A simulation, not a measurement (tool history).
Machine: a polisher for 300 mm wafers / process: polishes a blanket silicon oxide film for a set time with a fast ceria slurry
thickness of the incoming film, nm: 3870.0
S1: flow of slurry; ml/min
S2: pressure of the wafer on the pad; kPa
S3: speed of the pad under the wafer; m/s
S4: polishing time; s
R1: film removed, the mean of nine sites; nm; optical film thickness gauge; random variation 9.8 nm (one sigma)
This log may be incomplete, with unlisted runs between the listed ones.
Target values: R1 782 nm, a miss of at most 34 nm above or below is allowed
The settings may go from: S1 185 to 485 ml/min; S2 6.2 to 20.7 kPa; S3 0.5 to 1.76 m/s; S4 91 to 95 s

Run 1, hour 0: S1 310 ml/min, S2 13.1 kPa, S3 1.12 m/s, S4 91 s. Result: R1 1186.6 nm.
Run 2, hour 5: S1 310 ml/min, S2 13.1 kPa, S3 1.22 m/s, S4 91 s. Result: R1 1242.9 nm.
Run 3, hour 9.9: S1 310 ml/min, S2 13.1 kPa, S3 0.94 m/s, S4 91 s. Result: R1 1043.5 nm.
Run 4, hour 14.3: S1 310 ml/min, S2 13.1 kPa, S3 0.94 m/s, S4 95 s. Result: R1 1103.1 nm.
Run 5, hour 15.4: S1 310 ml/min, S2 12.4 kPa, S3 0.94 m/s, S4 95 s. Result: R1 1040.9 nm.
Run 6, hour 18.7: S1 380 ml/min, S2 12.4 kPa, S3 0.94 m/s, S4 95 s. Result: R1 1081 nm.
Run 7, hour 21.3: S1 380 ml/min, S2 11.7 kPa, S3 0.94 m/s, S4 95 s. Result: R1 995.82 nm.
Run 8, hour 29: S1 380 ml/min, S2 10.3 kPa, S3 0.94 m/s, S4 95 s. Result: R1 877.89 nm.

Exercise: of the 4 proposed moves below, exactly one satisfies all targets within the stated allowed misses. Which move is it?
Run A, hour 36.7: S1 455 ml/min, S2 9.7 kPa, S3 0.98 m/s, S4 95 s. Result: R1 ?.
Run B, hour 36.7: S1 415 ml/min, S2 8.3 kPa, S3 1.12 m/s, S4 91 s. Result: R1 ?.
Run C, hour 36.7: S1 400 ml/min, S2 11.7 kPa, S3 0.92 m/s, S4 95 s. Result: R1 ?.
Run D, hour 36.7: S1 375 ml/min, S2 10.3 kPa, S3 0.9 m/s, S4 93 s. Result: R1 ?.

move      R1
   A   871.6
   B  783.08
   C  999.02
   D  852.44
A: closes in on the targets versus the last run, not all within tolerance yet
B: all results in spec
C: the biggest miss grows against the last run
D: closes in on the targets versus the last run, not all within tolerance yet
B is the move that brings every result within its allowed miss.

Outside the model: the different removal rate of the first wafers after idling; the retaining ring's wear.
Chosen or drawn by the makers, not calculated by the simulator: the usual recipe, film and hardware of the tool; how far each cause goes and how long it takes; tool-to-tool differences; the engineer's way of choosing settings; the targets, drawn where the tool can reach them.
